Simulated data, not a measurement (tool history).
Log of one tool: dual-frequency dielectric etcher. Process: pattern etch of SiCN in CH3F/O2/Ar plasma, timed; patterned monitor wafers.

run,hour,source power (kW),bias power (kW),etch time (s),mean etch depth across the wafer (Å)
1,0.0,0.370,0.099,52,209.32
2,8.5,0.370,0.099,48,194.75
3,16.4,0.430,0.099,48,207.10
4,23.4,0.390,0.091,48,189.05
5,32.4,0.390,0.091,48,187.97
6,39.4,0.390,0.080,48,173.74

Forecast run 7:
7,40.4,0.390,0.080,48,?

mean etch depth across the wafer (Å): 173.74
